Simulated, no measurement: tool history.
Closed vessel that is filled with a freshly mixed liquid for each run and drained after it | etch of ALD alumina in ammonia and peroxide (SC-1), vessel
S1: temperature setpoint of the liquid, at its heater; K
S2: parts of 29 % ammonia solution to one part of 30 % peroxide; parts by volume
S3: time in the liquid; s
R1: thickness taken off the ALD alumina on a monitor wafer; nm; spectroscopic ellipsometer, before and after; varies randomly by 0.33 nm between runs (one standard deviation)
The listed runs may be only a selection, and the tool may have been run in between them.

Run 1, day 0.000: S1 322.15 K, S2 0.50 parts by volume, S3 940 s. Result: R1 77.514 nm.
Run 2, day 0.233: S1 322.15 K, S2 0.50 parts by volume, S3 940 s. Result: R1 77.420 nm.
Run 3, day 0.471: S1 328.15 K, S2 0.50 parts by volume, S3 940 s. Result: R1 108.530 nm.
Run 4, day 0.562: S1 328.15 K, S2 0.35 parts by volume, S3 940 s. Result: R1 103.630 nm.
Run 5, day 0.671: S1 323.15 K, S2 0.35 parts by volume, S3 940 s. Result: R1 79.353 nm.
Run 6, day 0.829: S1 323.15 K, S2 0.20 parts by volume, S3 940 s. Result: R1 76.300 nm.
Run 7, day 1.171: S1 323.15 K, S2 0.20 parts by volume, S3 940 s. Result: R1 74.870 nm.
Run 8, day 1.233: S1 315.15 K, S2 0.20 parts by volume, S3 940 s. Result: R1 47.589 nm.

Estimate the outcome of run 9 from the log above:
Run 9, day 1.329: S1 314.65 K, S2 0.20 parts by volume, S3 940 s. Result: R1 ?.

Run 9 produced R1 46.233 nm.
